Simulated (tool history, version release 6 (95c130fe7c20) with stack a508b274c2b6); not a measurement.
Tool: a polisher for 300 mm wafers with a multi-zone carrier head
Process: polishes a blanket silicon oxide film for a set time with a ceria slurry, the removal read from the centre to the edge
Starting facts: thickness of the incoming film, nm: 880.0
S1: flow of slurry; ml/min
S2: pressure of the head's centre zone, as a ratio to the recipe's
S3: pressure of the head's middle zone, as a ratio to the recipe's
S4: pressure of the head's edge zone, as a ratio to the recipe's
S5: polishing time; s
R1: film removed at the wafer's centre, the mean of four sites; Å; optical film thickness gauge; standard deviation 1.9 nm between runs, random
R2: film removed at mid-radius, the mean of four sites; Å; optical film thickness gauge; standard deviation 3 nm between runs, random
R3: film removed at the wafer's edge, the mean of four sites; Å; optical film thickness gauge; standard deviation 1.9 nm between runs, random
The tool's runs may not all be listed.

run 1 day=0.000 | S1=215 S2=1.00 S3=1.00 S4=1.00 S5=63 | R1=2692.4 R2=2737.0 R3=2782.3
run 2 day=0.079 | S1=215 S2=0.96 S3=1.00 S4=1.00 S5=63 | R1=2601.7 R2=2754.8 R3=2753.1
run 3 day=0.188 | S1=215 S2=0.96 S3=1.00 S4=1.00 S5=72 | R1=2969.9 R2=3032.4 R3=3111.3
run 4 day=0.308 | S1=215 S2=1.04 S3=1.00 S4=1.00 S5=72 | R1=3247.3 R2=3134.9 R3=3158.1
run 5 day=0.354 | S1=215 S2=1.12 S3=1.00 S4=1.00 S5=72 | R1=3473.5 R2=3233.1 R3=3184.4
run 6 day=0.662 | S1=215 S2=1.09 S3=1.00 S4=1.00 S5=72 | R1=3397.7 R2=3166.0 R3=3156.6
run 7 day=0.733 | S1=210 S2=1.08 S3=0.95 S4=0.95 S5=67 | R1=3083.2 R2=2825.8 R3=2865.9
run 8 day=1.079 | S1=205 S2=1.07 S3=0.91 S4=0.91 S5=64 | R1=2983.5 R2=2562.8 R3=2680.5
run 9 day=1.375 | S1=195 S2=1.04 S3=0.90 S4=0.88 S5=62 | R1=2729.2 R2=2451.4 R3=2561.8
-- day=1.517 worn pad replaced by a new one
run 10 day=1.517 | S1=195 S2=1.04 S3=0.90 S4=0.88 S5=62 | R1=3006.1 R2=2695.1 R3=2868.6
run 11 day=1.604 | S1=230 S2=1.04 S3=0.90 S4=0.93 S5=61 | R1=3035.7 R2=2757.2 R3=2883.1
run 12 day=1.854 | S1=200 S2=1.06 S3=0.91 S4=0.92 S5=61 | R1=3073.5 R2=2636.3 R3=2839.9
run 13 day=2.004 | S1=185 S2=1.02 S3=0.89 S4=0.82 S5=50 | R1=2396.0 R2=2148.2 R3=2216.5

Forecast run 14:
run 14 day=2.238 | S1=195 S2=1.02 S3=0.88 S4=0.83 S5=50 | R1=? R2=? R3=?

R1: 2423.5 Å
R2: 2213.0 Å
R3: 2262.0 Å

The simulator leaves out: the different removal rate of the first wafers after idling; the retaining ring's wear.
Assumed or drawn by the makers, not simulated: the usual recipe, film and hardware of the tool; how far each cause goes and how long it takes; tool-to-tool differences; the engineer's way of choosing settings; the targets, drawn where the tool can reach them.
